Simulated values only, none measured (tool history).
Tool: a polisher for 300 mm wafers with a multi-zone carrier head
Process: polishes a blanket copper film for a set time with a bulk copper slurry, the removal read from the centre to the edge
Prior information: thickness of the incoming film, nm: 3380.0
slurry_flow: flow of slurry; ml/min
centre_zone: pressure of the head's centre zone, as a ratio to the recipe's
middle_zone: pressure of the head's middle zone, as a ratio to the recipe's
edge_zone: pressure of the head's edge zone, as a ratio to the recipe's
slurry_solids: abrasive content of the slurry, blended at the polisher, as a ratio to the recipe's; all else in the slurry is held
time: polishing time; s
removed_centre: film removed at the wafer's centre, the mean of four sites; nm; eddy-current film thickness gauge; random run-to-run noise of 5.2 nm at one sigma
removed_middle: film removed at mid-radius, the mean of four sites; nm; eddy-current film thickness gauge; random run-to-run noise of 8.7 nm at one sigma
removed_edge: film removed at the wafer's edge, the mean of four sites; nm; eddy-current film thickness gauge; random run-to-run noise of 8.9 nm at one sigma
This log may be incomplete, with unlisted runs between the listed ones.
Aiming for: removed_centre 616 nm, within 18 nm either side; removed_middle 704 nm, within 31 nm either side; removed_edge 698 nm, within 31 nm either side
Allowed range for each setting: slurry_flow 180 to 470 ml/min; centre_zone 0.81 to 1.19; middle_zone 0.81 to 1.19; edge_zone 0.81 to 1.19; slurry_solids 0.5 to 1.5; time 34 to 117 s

run 1 hour=0 | slurry_flow=300 centre_zone=1 middle_zone=1 edge_zone=1 slurry_solids=1 time=75 | removed_centre=497.85 removed_middle=494.33 removed_edge=503.76
run 2 hour=2.5 | slurry_flow=300 centre_zone=0.92 middle_zone=1 edge_zone=1 slurry_solids=1 time=75 | removed_centre=467.74 removed_middle=489.22 removed_edge=497.78
run 3 hour=5.4 | slurry_flow=295 centre_zone=0.93 middle_zone=1.03 edge_zone=1.04 slurry_solids=1.15 time=78 | removed_centre=505.41 removed_middle=553.04 removed_edge=559.24
run 4 hour=6.6 | slurry_flow=295 centre_zone=0.93 middle_zone=1.03 edge_zone=1.04 slurry_solids=1.25 time=78 | removed_centre=521.48 removed_middle=548.61 removed_edge=549.06
run 5 hour=10.9 | slurry_flow=295 centre_zone=0.94 middle_zone=1.06 edge_zone=1.08 slurry_solids=1.3 time=80 | removed_centre=542.12 removed_middle=578.42 removed_edge=602.66
run 6 hour=13.9 | slurry_flow=300 centre_zone=0.94 middle_zone=1.1 edge_zone=1.09 slurry_solids=1.35 time=81 | removed_centre=551.12 removed_middle=618.08 removed_edge=629.03
run 7 hour=21.8 | slurry_flow=310 centre_zone=0.96 middle_zone=1.13 edge_zone=1.1 slurry_solids=1.4 time=82 | removed_centre=590.74 removed_middle=667.08 removed_edge=632.09
run 8 hour=27 | slurry_flow=315 centre_zone=0.96 middle_zone=1.14 edge_zone=1.12 slurry_solids=1.45 time=82 | removed_centre=581.56 removed_middle=680.65 removed_edge=638.37
run 9 hour=32.3 | slurry_flow=310 centre_zone=0.96 middle_zone=1.14 edge_zone=1.13 slurry_solids=1.45 time=83 | removed_centre=593.55 removed_middle=672.92 removed_edge=641.91

Which single option among these 5 for the next run brings every result within its allowed miss of target? Just one does.
run A hour=37.6 | slurry_flow=320 centre_zone=0.83 middle_zone=1 edge_zone=1.1 slurry_solids=1.35 time=89 | removed_centre=? removed_middle=? removed_edge=?
run B hour=37.6 | slurry_flow=225 centre_zone=0.87 middle_zone=0.94 edge_zone=1.19 slurry_solids=1.4 time=97 | removed_centre=? removed_middle=? removed_edge=?
run C hour=37.6 | slurry_flow=280 centre_zone=0.94 middle_zone=1.13 edge_zone=1.15 slurry_solids=1.35 time=90 | removed_centre=? removed_middle=? removed_edge=?
run D hour=37.6 | slurry_flow=285 centre_zone=0.84 middle_zone=1.14 edge_zone=1.1 slurry_solids=1.45 time=101 | removed_centre=? removed_middle=? removed_edge=?
run E hour=37.6 | slurry_flow=180 centre_zone=0.91 middle_zone=0.97 edge_zone=1.06 slurry_solids=1.45 time=96 | removed_centre=? removed_middle=? removed_edge=?

move=A removed_centre=558.6 removed_middle=639.42 removed_edge=673.24
move=B removed_centre=609.78 removed_middle=647.38 removed_edge=751.27
move=C removed_centre=608.22 removed_middle=701.9 removed_edge=688.87
move=D removed_centre=644.04 removed_middle=809.75 removed_edge=770.73
move=E removed_centre=608.48 removed_middle=643.24 removed_edge=691.98
A: meets the target for the result that was furthest off, but another lies outside its allowed miss
B: the result that was furthest off in the last run now lies on the other side of its target
C: all results in spec
D: the result that was furthest off in the last run now lies on the other side of its target
E: meets the target for the result that was furthest off, but another lies outside its allowed miss
Go with C: it meets all targets.

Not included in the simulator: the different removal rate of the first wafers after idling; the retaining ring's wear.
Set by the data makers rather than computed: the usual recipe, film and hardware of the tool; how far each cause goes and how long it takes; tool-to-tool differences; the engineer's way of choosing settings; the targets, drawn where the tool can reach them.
